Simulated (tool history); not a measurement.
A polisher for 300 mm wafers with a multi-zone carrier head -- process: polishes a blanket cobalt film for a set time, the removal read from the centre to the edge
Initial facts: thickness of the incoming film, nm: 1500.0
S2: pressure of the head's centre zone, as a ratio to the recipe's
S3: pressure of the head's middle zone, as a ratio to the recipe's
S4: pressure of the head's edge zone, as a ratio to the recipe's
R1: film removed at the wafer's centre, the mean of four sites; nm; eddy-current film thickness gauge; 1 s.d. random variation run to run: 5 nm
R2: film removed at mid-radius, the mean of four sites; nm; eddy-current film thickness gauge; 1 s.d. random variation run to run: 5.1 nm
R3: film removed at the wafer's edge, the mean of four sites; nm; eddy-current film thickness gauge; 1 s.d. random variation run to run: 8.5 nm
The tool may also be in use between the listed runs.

run 1 hour=0 | flow_of_slurry_(ml/min)=260 S2=1 S3=1 S4=1 polishing_time_(s)=88 | R1=402.84 R2=394.3 R3=399.65
run 2 hour=8.6 | flow_of_slurry_(ml/min)=320 S2=1 S3=1 S4=1 polishing_time_(s)=88 | R1=413.35 R2=402.05 R3=402.61
run 3 hour=16.9 | flow_of_slurry_(ml/min)=320 S2=1 S3=1 S4=1 polishing_time_(s)=101 | R1=473.07 R2=463.75 R3=472.43
run 4 hour=25.7 | flow_of_slurry_(ml/min)=320 S2=1 S3=1.07 S4=1 polishing_time_(s)=101 | R1=474.21 R2=492.82 R3=474.57
run 5 hour=28.8 | flow_of_slurry_(ml/min)=320 S2=1 S3=1.07 S4=1 polishing_time_(s)=80 | R1=371.01 R2=387.87 R3=375.73
run 6 hour=36.9 | flow_of_slurry_(ml/min)=320 S2=1 S3=1.07 S4=1 polishing_time_(s)=60 | R1=281.2 R2=291.2 R3=281.53
run 7 hour=44.7 | flow_of_slurry_(ml/min)=315 S2=0.97 S3=1.11 S4=1.1 polishing_time_(s)=85 | R1=380.83 R2=418.92 R3=418.04
run 8 hour=52.8 | flow_of_slurry_(ml/min)=315 S2=0.97 S3=1.11 S4=1.11 polishing_time_(s)=88 | R1=394.28 R2=437.21 R3=427.08
run 9 hour=57.1 | flow_of_slurry_(ml/min)=315 S2=0.97 S3=1.11 S4=1.12 polishing_time_(s)=91 | R1=412.49 R2=452.89 R3=438.21
run 10 hour=65.1 | flow_of_slurry_(ml/min)=310 S2=0.88 S3=1.06 S4=1.19 polishing_time_(s)=116 | R1=474.86 R2=544.9 R3=570.82
run 11 hour=70.3 | flow_of_slurry_(ml/min)=310 S2=0.89 S3=1.06 S4=1.19 polishing_time_(s)=116 | R1=481.36 R2=556.47 R3=584.61
run 12 hour=73.9 | flow_of_slurry_(ml/min)=315 S2=0.9 S3=1.06 S4=1.19 polishing_time_(s)=116 | R1=479.37 R2=552.18 R3=587.54

Run 13 comes next. What will it give?
run 13 hour=79.3 | flow_of_slurry_(ml/min)=315 S2=0.91 S3=1.07 S4=1.19 polishing_time_(s)=116 | R1=? R2=? R3=?

{"run 13": {"R1": 485.53, "R2": 553.99, "R3": 584.79}}
